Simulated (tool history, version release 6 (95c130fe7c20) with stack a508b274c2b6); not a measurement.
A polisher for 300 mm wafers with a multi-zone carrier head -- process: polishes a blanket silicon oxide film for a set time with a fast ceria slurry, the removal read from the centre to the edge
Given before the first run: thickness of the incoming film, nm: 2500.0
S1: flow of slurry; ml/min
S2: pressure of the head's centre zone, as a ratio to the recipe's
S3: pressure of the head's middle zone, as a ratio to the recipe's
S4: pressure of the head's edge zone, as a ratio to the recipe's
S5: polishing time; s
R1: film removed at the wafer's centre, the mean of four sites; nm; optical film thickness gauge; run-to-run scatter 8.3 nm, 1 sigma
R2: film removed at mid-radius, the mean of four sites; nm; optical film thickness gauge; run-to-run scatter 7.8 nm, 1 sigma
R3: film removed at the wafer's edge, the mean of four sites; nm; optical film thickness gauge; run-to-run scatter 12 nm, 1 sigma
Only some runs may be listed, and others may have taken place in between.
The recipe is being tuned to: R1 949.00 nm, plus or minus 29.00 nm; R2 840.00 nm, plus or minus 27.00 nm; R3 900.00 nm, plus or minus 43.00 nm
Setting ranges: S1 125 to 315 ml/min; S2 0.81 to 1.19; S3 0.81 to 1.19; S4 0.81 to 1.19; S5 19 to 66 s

Run 1, hour 0.0: S1 205 ml/min, S2 1.00, S3 1.00, S4 1.00, S5 42 s. Result: R1 704.53 nm, R2 708.86 nm, R3 742.14 nm.
Run 2, hour 1.6: S1 205 ml/min, S2 1.00, S3 1.03, S4 1.00, S5 42 s. Result: R1 703.74 nm, R2 729.56 nm, R3 718.76 nm.
Run 3, hour 6.2: S1 205 ml/min, S2 1.00, S3 1.09, S4 1.00, S5 42 s. Result: R1 710.69 nm, R2 758.33 nm, R3 729.82 nm.
Run 4, hour 6.9: S1 205 ml/min, S2 1.00, S3 1.04, S4 1.00, S5 42 s. Result: R1 705.40 nm, R2 744.65 nm, R3 739.55 nm.
Run 5, hour 14.5: S1 215 ml/min, S2 1.04, S3 1.04, S4 1.04, S5 43 s. Result: R1 772.42 nm, R2 752.39 nm, R3 772.99 nm.
Run 6, hour 19.8: S1 180 ml/min, S2 1.04, S3 1.04, S4 1.04, S5 43 s. Result: R1 730.26 nm, R2 729.75 nm, R3 757.87 nm.
Run 7, hour 27.8: S1 200 ml/min, S2 1.06, S3 1.05, S4 1.07, S5 44 s. Result: R1 784.98 nm, R2 771.69 nm, R3 785.89 nm.
Run 8, hour 35.0: S1 215 ml/min, S2 1.07, S3 1.04, S4 1.09, S5 45 s. Result: R1 812.89 nm, R2 802.42 nm, R3 822.38 nm.
Run 9, hour 38.1: S1 230 ml/min, S2 1.09, S3 1.03, S4 1.10, S5 45 s. Result: R1 825.42 nm, R2 793.27 nm, R3 858.72 nm.
Run 10, hour 39.7: S1 240 ml/min, S2 1.12, S3 1.04, S4 1.09, S5 45 s. Result: R1 849.28 nm, R2 808.12 nm, R3 816.85 nm.
Run 11, hour 44.0: S1 245 ml/min, S2 1.14, S3 1.03, S4 1.11, S5 46 s. Result: R1 884.12 nm, R2 823.78 nm, R3 860.31 nm.
Run 12, hour 46.7: S1 250 ml/min, S2 1.15, S3 1.02, S4 1.12, S5 46 s. Result: R1 915.29 nm, R2 831.06 nm, R3 848.66 nm.
Run 13, hour 50.2: S1 255 ml/min, S2 1.15, S3 1.01, S4 1.13, S5 46 s. Result: R1 916.71 nm, R2 804.41 nm, R3 879.04 nm.

Which of these 4 next moves meets every target?
Run A, hour 53.7: S1 265 ml/min, S2 1.13, S3 1.04, S4 1.19, S5 45 s. Result: R1 ?, R2 ?, R3 ?.
Run B, hour 53.7: S1 290 ml/min, S2 1.04, S3 1.11, S4 1.04, S5 46 s. Result: R1 ?, R2 ?, R3 ?.
Run C, hour 53.7: S1 250 ml/min, S2 1.13, S3 1.00, S4 1.06, S5 49 s. Result: R1 ?, R2 ?, R3 ?.
Run D, hour 53.7: S1 220 ml/min, S2 1.12, S3 0.99, S4 1.04, S5 46 s. Result: R1 ?, R2 ?, R3 ?.

move      R1      R2      R3
   A  875.58  817.73  846.22
   B  836.35  893.14  813.13
   C  945.79  855.49  864.40
   D  863.79  782.90  793.70
A: puts the biggest miss on target and leaves a different result outside tolerance
B: takes the result that was furthest off past its target
C: all results in spec
D: the biggest miss grows against the last run
Correct choice: C, which meets every target
